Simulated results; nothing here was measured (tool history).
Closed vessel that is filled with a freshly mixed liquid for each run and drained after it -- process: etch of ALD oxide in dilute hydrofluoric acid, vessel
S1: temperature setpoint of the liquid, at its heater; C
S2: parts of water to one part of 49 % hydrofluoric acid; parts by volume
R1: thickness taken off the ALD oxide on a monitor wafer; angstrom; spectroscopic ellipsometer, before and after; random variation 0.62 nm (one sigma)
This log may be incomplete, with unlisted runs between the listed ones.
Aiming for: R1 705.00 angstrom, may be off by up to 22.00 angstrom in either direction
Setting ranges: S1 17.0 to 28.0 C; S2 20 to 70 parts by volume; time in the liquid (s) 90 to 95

{"run": 1, "hour": 0.0, "S1": 20.0, "S2": 40, "time in the liquid (s)": 90, "R1": 599.34}
{"run": 2, "hour": 3.8, "S1": 17.0, "S2": 40, "time in the liquid (s)": 90, "R1": 524.29}
{"run": 3, "hour": 9.1, "S1": 17.0, "S2": 40, "time in the liquid (s)": 95, "R1": 561.32}
{"run": 4, "hour": 10.1, "S1": 17.0, "S2": 40, "time in the liquid (s)": 95, "R1": 550.71}
{"run": 5, "hour": 18.2, "S1": 17.0, "S2": 40, "time in the liquid (s)": 95, "R1": 555.52}
{"run": 6, "hour": 20.1, "S1": 18.0, "S2": 40, "time in the liquid (s)": 95, "R1": 577.11}
{"run": 7, "hour": 28.1, "S1": 19.0, "S2": 40, "time in the liquid (s)": 95, "R1": 601.55}
{"run": 8, "hour": 33.5, "S1": 19.0, "S2": 40, "time in the liquid (s)": 95, "R1": 607.22}
{"run": 9, "hour": 35.5, "S1": 19.5, "S2": 40, "time in the liquid (s)": 95, "R1": 616.94}
{"run": 10, "hour": 42.3, "S1": 20.0, "S2": 40, "time in the liquid (s)": 95, "R1": 625.4}
{"run": 11, "hour": 47.6, "S1": 20.5, "S2": 40, "time in the liquid (s)": 95, "R1": 631.95}
{"run": 12, "hour": 49.9, "S1": 21.0, "S2": 40, "time in the liquid (s)": 95, "R1": 663.7}

Which of these 4 next moves meets every target?
{"run": "A", "hour": 52.2, "S1": 22.5, "S2": 40, "time in the liquid (s)": 95, "R1": "?"}
{"run": "B", "hour": 52.2, "S1": 19.5, "S2": 35, "time in the liquid (s)": 90, "R1": "?"}
{"run": "C", "hour": 52.2, "S1": 20.0, "S2": 40, "time in the liquid (s)": 90, "R1": "?"}
{"run": "D", "hour": 52.2, "S1": 17.5, "S2": 35, "time in the liquid (s)": 95, "R1": "?"}

move=A R1=703.89
move=B R1=674.99
move=C R1=599.82
move=D R1=653.22
A: in spec on every target
B: moves toward the targets from the last run without getting all of them in spec
C: moves away from the targets compared with the last run
D: moves away from the targets compared with the last run
A meets every target.
